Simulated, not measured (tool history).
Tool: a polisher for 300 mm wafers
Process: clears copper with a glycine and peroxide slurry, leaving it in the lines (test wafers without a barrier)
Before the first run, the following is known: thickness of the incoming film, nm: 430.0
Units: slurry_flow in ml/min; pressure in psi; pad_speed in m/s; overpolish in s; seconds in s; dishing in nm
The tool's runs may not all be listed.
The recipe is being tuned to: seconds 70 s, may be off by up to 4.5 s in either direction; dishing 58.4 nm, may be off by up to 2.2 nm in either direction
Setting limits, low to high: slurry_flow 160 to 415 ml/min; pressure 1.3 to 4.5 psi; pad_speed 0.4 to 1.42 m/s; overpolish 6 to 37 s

run	hour	slurry_flow	pressure	pad_speed	overpolish	seconds	dishing
1	0	265	2.9	0.9	19	72.713	68.647
2	2.1	265	2.9	0.72	19	88.841	59.73
3	8.7	265	3	0.72	18	85.139	58.571
4	12.9	265	3	0.72	11	84.519	39.159
5	16.5	265	3	0.92	11	70.823	45.452
6	21.2	265	3	0.92	19	72.274	70.667
7	24	265	3	0.92	18	71.31	67.401
8	29.8	265	3	0.92	18	69.75	66.948
9	30.7	265	3	0.92	17	69.098	64.834
10	38.8	265	3	0.92	16	69.948	61.552

5 next moves are on the table. One of them brings every result within its allowed miss. Which?
A	46.9	230	2.9	0.76	18	?	?
B	46.9	260	2.8	1.02	18	?	?
C	46.9	225	2	1.1	18	?	?
D	46.9	275	2.9	0.96	15	?	?
E	46.9	285	3.1	0.8	18	?	?

move	seconds	dishing
A	85.201	57.313
B	67.862	67.45
C	82.549	56.888
D	69.095	58.121
E	76.059	62.746
A: brings the last run's worst result on target, with another outside its allowed miss
B: misses by more than the last run did
C: brings the last run's worst result on target, with another outside its allowed miss
D: every result within its allowed miss
E: misses by more than the last run did
Move D is the one to make.
